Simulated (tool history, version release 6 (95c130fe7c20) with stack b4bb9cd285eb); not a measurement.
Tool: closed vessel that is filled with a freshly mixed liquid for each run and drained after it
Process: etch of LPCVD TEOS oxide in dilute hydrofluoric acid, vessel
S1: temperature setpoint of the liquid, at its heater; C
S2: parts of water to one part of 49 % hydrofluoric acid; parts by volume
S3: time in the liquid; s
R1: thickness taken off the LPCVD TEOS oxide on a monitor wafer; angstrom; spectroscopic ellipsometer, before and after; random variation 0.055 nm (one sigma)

run	day	S1	S2	S3	R1
1	0.000	22.0	60	30	111.41
2	0.371	24.5	60	30	124.98
3	0.546	24.5	60	30	123.67
4	0.846	24.5	45	30	168.06
5	1.183	27.0	45	30	186.66
6	1.550	27.0	45	30	186.20
7	1.658	27.0	45	30	187.98

The next listed run, before its measurement:
8	1.933	27.0	45	30	?

Run 8 gave R1 185.91 angstrom.
